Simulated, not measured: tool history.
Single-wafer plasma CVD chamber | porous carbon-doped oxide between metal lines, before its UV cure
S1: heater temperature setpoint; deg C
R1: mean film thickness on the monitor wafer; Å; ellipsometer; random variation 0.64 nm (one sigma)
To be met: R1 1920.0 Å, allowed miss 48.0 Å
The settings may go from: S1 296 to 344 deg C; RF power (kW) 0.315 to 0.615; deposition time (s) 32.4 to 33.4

Run 1, hour 0.0: S1 320 deg C, RF power (kW) 0.465, deposition time (s) 32.4. Result: R1 1581.1 Å.
Run 2, hour 0.9: S1 320 deg C, RF power (kW) 0.465, deposition time (s) 32.4. Result: R1 1579.7 Å.
Run 3, hour 5.4: S1 325 deg C, RF power (kW) 0.465, deposition time (s) 32.4. Result: R1 1527.3 Å.
Run 4, hour 13.5: S1 319 deg C, RF power (kW) 0.465, deposition time (s) 32.4. Result: R1 1589.4 Å.
Run 5, hour 21.8: S1 319 deg C, RF power (kW) 0.495, deposition time (s) 32.4. Result: R1 1687.1 Å.
Run 6, hour 23.6: S1 319 deg C, RF power (kW) 0.495, deposition time (s) 32.4. Result: R1 1687.4 Å.
Run 7, hour 24.6: S1 317 deg C, RF power (kW) 0.495, deposition time (s) 32.4. Result: R1 1704.4 Å.
Run 8, hour 26.0: S1 315 deg C, RF power (kW) 0.495, deposition time (s) 32.4. Result: R1 1721.0 Å.
Run 9, hour 27.6: S1 314 deg C, RF power (kW) 0.495, deposition time (s) 32.4. Result: R1 1729.2 Å.
Run 10, hour 28.8: S1 302 deg C, RF power (kW) 0.530, deposition time (s) 32.5. Result: R1 1978.5 Å.

Which of these 5 next moves meets every target?
Run A, hour 30.0: S1 296 deg C, RF power (kW) 0.515, deposition time (s) 33.4. Result: R1 ?.
Run B, hour 30.0: S1 309 deg C, RF power (kW) 0.520, deposition time (s) 33.4. Result: R1 ?.
Run C, hour 30.0: S1 298 deg C, RF power (kW) 0.545, deposition time (s) 33.1. Result: R1 ?.
Run D, hour 30.0: S1 313 deg C, RF power (kW) 0.565, deposition time (s) 33.4. Result: R1 ?.
Run E, hour 30.0: S1 316 deg C, RF power (kW) 0.570, deposition time (s) 33.4. Result: R1 ?.

move      R1
   A  2054.3
   B  1914.5
   C  2113.8
   D  2011.1
   E  1992.5
A: further off than the last run
B: meets every target
C: further off than the last run
D: further off than the last run
E: further off than the last run
Answer: B

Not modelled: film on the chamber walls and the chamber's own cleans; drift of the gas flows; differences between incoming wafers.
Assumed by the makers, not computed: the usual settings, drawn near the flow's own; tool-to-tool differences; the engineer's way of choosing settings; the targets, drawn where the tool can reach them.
